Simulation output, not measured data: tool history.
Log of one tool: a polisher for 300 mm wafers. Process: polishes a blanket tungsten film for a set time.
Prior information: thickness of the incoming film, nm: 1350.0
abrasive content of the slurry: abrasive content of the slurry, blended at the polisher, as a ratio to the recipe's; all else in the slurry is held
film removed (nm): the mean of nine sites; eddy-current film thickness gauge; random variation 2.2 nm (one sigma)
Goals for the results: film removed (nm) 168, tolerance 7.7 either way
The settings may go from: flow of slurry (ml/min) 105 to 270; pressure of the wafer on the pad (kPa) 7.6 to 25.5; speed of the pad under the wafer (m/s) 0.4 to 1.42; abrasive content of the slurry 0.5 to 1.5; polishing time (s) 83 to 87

run,hour,flow of slurry (ml/min),pressure of the wafer on the pad (kPa),speed of the pad under the wafer (m/s),abrasive content of the slurry,polishing time (s),film removed (nm)
1,0,175,16.5,0.9,1,83,200.74
2,3.5,175,16.5,0.9,1,83,201.53
3,8.9,175,18.6,0.9,1,83,226.55
4,14.1,175,21.4,0.9,1,83,261.63
5,20.6,175,20.7,0.9,1,83,246.17
6,28.1,175,23.4,0.9,1,83,281.33
7,29.7,175,23.4,0.9,1,83,284.68
8,34.9,175,22.1,0.9,1,83,261.1
9,41.9,175,20.7,0.9,1,83,248.8
10,48.6,175,20,0.9,1,83,239.33
11,53.8,175,19.3,0.9,1,83,236.87
12,61.8,175,18.6,0.9,1,83,224.15
13,63.2,175,17.9,0.9,1,83,219.35
14,70.6,175,17.2,0.9,1,83,209.78
15,72.2,175,16.5,0.9,1,83,201.24
16,80.8,170,13.1,0.88,1,83,158.5
17,87.1,170,13.1,0.88,1,83,153.33
18,87.8,175,13.1,0.88,1,83,161.12
19,90.2,180,13.1,0.88,1,83,157.23

Which single option among these 4 for the next run brings every result within its allowed miss of target? Just one does.
A,92.6,200,17.2,0.6,1,83,?
B,92.6,155,11.7,0.92,0.9,87,?
C,92.6,210,15.2,0.72,0.8,83,?
D,92.6,165,12.4,1,0.9,85,?

move,film removed (nm)
A,143.91
B,147.48
C,143.61
D,166.56
A: lands further from the targets than the last run did
B: lands further from the targets than the last run did
C: lands further from the targets than the last run did
D: in spec on every target
So the answer is move D, the one that meets all the targets.
